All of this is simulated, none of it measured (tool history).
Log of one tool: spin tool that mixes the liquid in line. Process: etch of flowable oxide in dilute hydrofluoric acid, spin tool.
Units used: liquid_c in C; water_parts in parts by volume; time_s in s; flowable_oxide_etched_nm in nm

run,day,liquid_c,water_parts,time_s,flowable_oxide_etched_nm
1,0.000,25.0,175,70,13.312
2,0.367,25.0,175,70,13.237
3,0.688,25.0,175,70,13.270
4,0.975,27.0,145,70,17.963
5,1.233,27.0,190,70,12.887
6,1.400,27.0,240,70,9.590
7,1.617,28.5,195,70,13.204
8,1.917,29.5,160,70,17.374
9,2.292,30.5,135,70,22.079
10,2.333,31.0,120,70,26.014

Run 11, settings as shown, results not yet in. Your forecast:
11,2.538,31.5,115,70,?

{"run 11": {"flowable_oxide_etched_nm": 27.733}}
